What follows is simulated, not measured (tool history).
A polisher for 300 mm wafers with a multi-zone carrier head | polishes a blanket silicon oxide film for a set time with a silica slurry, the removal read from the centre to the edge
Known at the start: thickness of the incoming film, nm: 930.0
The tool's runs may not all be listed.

| run | day | flow of slurry (ml/min) | pressure of the head's centre zone | pressure of the head's middle zone | pressure of the head's edge zone | abrasive content of the slurry | polishing time (s) | film removed at the wafer's centre (Å) | film removed at mid-radius (Å) | film removed at the wafer's edge (Å) |
|---|---|---|---|---|---|---|---|---|---|---|
| 1 | 0 | 230 | 1 | 1 | 1 | 1 | 55 | 1825.6 | 1795.4 | 1785.6 |
| 2 | 0.342 | 230 | 1.08 | 1 | 1 | 1 | 55 | 1959.8 | 1814.7 | 1735.7 |
| 3 | 0.688 | 230 | 1.08 | 1 | 1 | 1.15 | 55 | 2032.3 | 1898 | 1854.5 |
| 4 | 0.946 | 240 | 1.07 | 1.04 | 1.03 | 1.2 | 55 | 2094.6 | 1983.2 | 1929.6 |
| 5 | 1.283 | 245 | 1.04 | 1.08 | 1.03 | 1.3 | 55 | 2103.2 | 2165 | 2020.5 |
| 6 | 1.412 | 245 | 1.04 | 1.08 | 1.03 | 1.3 | 65 | 2529.4 | 2561.5 | 2318.1 |
| 7 | 1.508 | 235 | 1.01 | 1.08 | 1.03 | 1.3 | 65 | 2417.6 | 2563.9 | 2336.7 |
| 8 | 1.808 | 235 | 1.01 | 1.08 | 1.03 | 1.3 | 65 | 2405.4 | 2482.1 | 2362.4 |
| 9 | 2.029 | 230 | 1 | 1.09 | 1.02 | 1.3 | 65 | 2356.1 | 2539.1 | 2331.2 |

The next listed run, before its measurement:
| 10 | 2.379 | 225 | 0.99 | 1.09 | 1.01 | 1.3 | 65 | ? | ? | ? |

film removed at the wafer's centre (Å): 2335.5
film removed at mid-radius (Å): 2542.7
film removed at the wafer's edge (Å): 2279.1
